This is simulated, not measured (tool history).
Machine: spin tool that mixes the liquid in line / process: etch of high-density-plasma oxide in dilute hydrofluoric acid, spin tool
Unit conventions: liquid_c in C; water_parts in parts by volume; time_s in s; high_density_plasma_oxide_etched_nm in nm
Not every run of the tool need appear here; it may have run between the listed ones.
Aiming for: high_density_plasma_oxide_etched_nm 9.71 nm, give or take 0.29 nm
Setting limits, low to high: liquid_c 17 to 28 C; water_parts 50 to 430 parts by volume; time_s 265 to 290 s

run  hour  liquid_c  water_parts  time_s  high_density_plasma_oxide_etched_nm
  1     0        20          240     265                               5.9687
  2   1.7        20          240     290                               6.4771
  3   6.7        20          270     290                               5.7121
  4  10.9        17          270     290                                5.053
  5  14.8        20          270     290                               5.6213
  6  21.5        22          255     290                               6.4722
  7  28.3      23.5          240     290                               7.4711
  8  35.5      24.5          235     290                               7.8741
  9  40.2      25.5          230     290                               8.4481
 10  43.1        26          225     290                               8.8011
 11  44.2      26.5          225     290                               8.9572
 12  46.9        27          225     290                               9.2212
 13  52.4      27.5          225     290                               9.4099

Exactly one of the 5 candidate moves below puts every result within its allowed miss. Which one?
  A  57.9        26          225     290                                    ?
  B  57.9        26          210     290                                    ?
  C  57.9        25          215     290                                    ?
  D  57.9        26          220     290                                    ?
  E  57.9      27.5          210     265                                    ?

move  high_density_plasma_oxide_etched_nm
   A                                8.842
   B                               9.6316
   C                               9.0249
   D                               9.0927
   E                               9.2841
A: misses by more than the last run did
B: all results land within tolerance of their targets
C: misses by more than the last run did
D: misses by more than the last run did
E: misses by more than the last run did
Correct choice: B, which meets every target
